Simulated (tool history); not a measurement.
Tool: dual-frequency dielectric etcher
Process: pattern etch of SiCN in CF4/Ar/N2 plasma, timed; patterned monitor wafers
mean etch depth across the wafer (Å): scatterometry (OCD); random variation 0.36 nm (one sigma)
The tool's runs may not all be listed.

run  hour  source power (kW)  bias power (kW)  Ar flow (sccm)  CF4 flow (sccm)  etch time (s)  mean etch depth across the wafer (Å)
  1   0.0              0.340            0.087             121               82          104.5                                808.61
  2   5.4              0.340            0.087             121               75          104.5                                797.54
  3   9.2              0.360            0.088             121               75          104.5                                854.25
  4  10.6              0.370            0.088             121               75          104.5                                877.88
  5  16.6              0.370            0.088             121               75          104.5                                877.82
  6  24.0              0.370            0.104             121               75          104.5                                939.19
  7  28.7              0.380            0.104             121               75          104.5                                958.57
  8  34.7              0.380            0.104             121               75          104.5                                964.37
  9  42.2              0.390            0.104             121               75          104.5                                992.31

Run 10 is up next; what results do you expect?
 10  43.5              0.410            0.104             121               75          104.5                                     ?

{"run 10": {"mean etch depth across the wafer (Å)": 1033.1}}
